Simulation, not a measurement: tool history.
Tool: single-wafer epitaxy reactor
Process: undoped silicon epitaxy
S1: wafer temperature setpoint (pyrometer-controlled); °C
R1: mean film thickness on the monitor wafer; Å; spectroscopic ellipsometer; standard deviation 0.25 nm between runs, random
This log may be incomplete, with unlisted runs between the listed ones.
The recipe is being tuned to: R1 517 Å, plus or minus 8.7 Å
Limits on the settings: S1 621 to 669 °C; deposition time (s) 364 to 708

{"run": 1, "day": 0.0, "S1": 645, "deposition time (s)": 536, "R1": 825.46}
{"run": 2, "day": 0.179, "S1": 645, "deposition time (s)": 508, "R1": 778.13}
{"run": 3, "day": 0.462, "S1": 653, "deposition time (s)": 508, "R1": 963.2}
{"run": 4, "day": 0.667, "S1": 645, "deposition time (s)": 507, "R1": 774.86}
{"run": 5, "day": 0.8, "S1": 650, "deposition time (s)": 507, "R1": 884.58}
{"run": 6, "day": 1.012, "S1": 650, "deposition time (s)": 562, "R1": 975.33}
{"run": 7, "day": 1.142, "S1": 642, "deposition time (s)": 561, "R1": 797.79}
{"run": 8, "day": 1.496, "S1": 637, "deposition time (s)": 560, "R1": 703.21}
{"run": 9, "day": 1.683, "S1": 633, "deposition time (s)": 560, "R1": 633.38}
{"run": 10, "day": 1.729, "S1": 623, "deposition time (s)": 559, "R1": 485.57}
{"run": 11, "day": 1.85, "S1": 624, "deposition time (s)": 559, "R1": 497.38}

4 candidate next runs follow, results not yet known. Just one meets every target within its allowed miss. Identify it.
{"run": "A", "day": 1.971, "S1": 624, "deposition time (s)": 526, "R1": "?"}
{"run": "B", "day": 1.971, "S1": 627, "deposition time (s)": 537, "R1": "?"}
{"run": "C", "day": 1.971, "S1": 624, "deposition time (s)": 554, "R1": "?"}
{"run": "D", "day": 1.971, "S1": 627, "deposition time (s)": 547, "R1": "?"}

move=A R1=472.09
move=B R1=521.64
move=C R1=497.22
move=D R1=531.36
A: moves away from the targets compared with the last run
B: in spec on every target
C: roughly where the last run was
D: pushes the last run's worst result past its target
Answer: B
